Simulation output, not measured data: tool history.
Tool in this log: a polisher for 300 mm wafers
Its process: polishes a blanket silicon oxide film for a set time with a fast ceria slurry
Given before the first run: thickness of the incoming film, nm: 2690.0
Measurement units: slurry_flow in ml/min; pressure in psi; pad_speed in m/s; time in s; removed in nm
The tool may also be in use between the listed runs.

Run 1, hour 0: slurry_flow 290 ml/min, pressure 2.3 psi, pad_speed 1.18 m/s, time 26 s. Result: removed 312.22 nm.
Run 2, hour 5.9: slurry_flow 290 ml/min, pressure 2.3 psi, pad_speed 1.18 m/s, time 26 s. Result: removed 330.39 nm.
Run 3, hour 10.2: slurry_flow 290 ml/min, pressure 2.3 psi, pad_speed 1.18 m/s, time 26 s. Result: removed 322.57 nm.
Run 4, hour 18.1: slurry_flow 290 ml/min, pressure 2.3 psi, pad_speed 1.48 m/s, time 26 s. Result: removed 391.21 nm.
Run 5, hour 20.8: slurry_flow 290 ml/min, pressure 2.3 psi, pad_speed 1.48 m/s, time 23 s. Result: removed 347.96 nm.
Run 6, hour 23.1: slurry_flow 290 ml/min, pressure 1.7 psi, pad_speed 1.48 m/s, time 23 s. Result: removed 262.26 nm.
Run 7, hour 30.7: slurry_flow 285 ml/min, pressure 1.5 psi, pad_speed 1.32 m/s, time 23 s. Result: removed 207.74 nm.
Run 8, hour 33.8: slurry_flow 275 ml/min, pressure 1 psi, pad_speed 0.98 m/s, time 23 s. Result: removed 110.8 nm.

For run 9, what comes out?
Run 9, hour 35.4: slurry_flow 275 ml/min, pressure 1.1 psi, pad_speed 0.98 m/s, time 23 s. Result: removed ?.

{"run 9": {"removed": 119.47}}
